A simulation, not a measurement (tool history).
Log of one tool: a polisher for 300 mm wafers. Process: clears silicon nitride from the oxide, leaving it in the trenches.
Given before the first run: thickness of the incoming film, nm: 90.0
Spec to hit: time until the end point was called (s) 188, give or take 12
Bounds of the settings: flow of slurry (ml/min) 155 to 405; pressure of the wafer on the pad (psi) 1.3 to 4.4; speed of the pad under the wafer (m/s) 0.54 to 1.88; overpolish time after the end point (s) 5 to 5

| run | hour | flow of slurry (ml/min) | pressure of the wafer on the pad (psi) | speed of the pad under the wafer (m/s) | overpolish time after the end point (s) | time until the end point was called (s) |
|---|---|---|---|---|---|---|
| 1 | 0 | 260 | 2.8 | 1.2 | 5 | 89.995 |
| 2 | 2.8 | 215 | 2.8 | 1.2 | 5 | 93.975 |
| 3 | 3.8 | 240 | 2.8 | 1.2 | 5 | 91.496 |
| 4 | 11.2 | 235 | 2.3 | 1.12 | 5 | 113.64 |
| 5 | 16.3 | 235 | 2.3 | 1.12 | 5 | 119.45 |
| 6 | 24.6 | 235 | 2 | 1.1 | 5 | 135.31 |
| 7 | 32.1 | 235 | 2 | 1.1 | 5 | 135.74 |
| 8 | 33 | 235 | 1.8 | 1.08 | 5 | 151.8 |
| 9 | 41.3 | 235 | 1.7 | 1.08 | 5 | 155.98 |

Consider the 4 candidate settings below. Which is the only one whose results all fall within their allowed miss of target?
| A | 49.6 | 255 | 1.8 | 1 | 5 | ? |
| B | 49.6 | 245 | 1.5 | 1.46 | 5 | ? |
| C | 49.6 | 235 | 1.7 | 0.96 | 5 | ? |
| D | 49.6 | 175 | 1.9 | 0.98 | 5 | ? |

| move | time until the end point was called (s) |
|---|---|
| A | 166.07 |
| B | 137.37 |
| C | 183.99 |
| D | 168.39 |
A: closer than the last run, but not yet in spec
B: misses by more than the last run did
C: every result lands within tolerance
D: closer than the last run, but not yet in spec
Go with C: it meets all targets.
